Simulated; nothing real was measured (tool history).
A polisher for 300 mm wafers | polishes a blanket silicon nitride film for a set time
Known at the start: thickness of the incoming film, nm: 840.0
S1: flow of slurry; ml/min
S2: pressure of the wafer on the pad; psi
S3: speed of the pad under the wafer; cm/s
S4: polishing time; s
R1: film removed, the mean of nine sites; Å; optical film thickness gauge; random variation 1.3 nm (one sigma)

run 1 hour=0 | S1=250 S2=3.6 S3=138 S4=69 | R1=1908
run 2 hour=8.4 | S1=200 S2=3.6 S3=138 S4=69 | R1=1846.7
run 3 hour=17.1 | S1=200 S2=3.6 S3=138 S4=69 | R1=1862.4
run 4 hour=21.2 | S1=150 S2=3.6 S3=138 S4=69 | R1=1777.7
run 5 hour=24.4 | S1=150 S2=3.6 S3=138 S4=69 | R1=1788.4
run 6 hour=28.4 | S1=150 S2=3.5 S3=138 S4=69 | R1=1763
run 7 hour=29.4 | S1=150 S2=3.5 S3=138 S4=69 | R1=1768

Forecast run 8:
run 8 hour=34.2 | S1=150 S2=3.4 S3=138 S4=69 | R1=?

Run 8 gave R1 1701.5 Å.
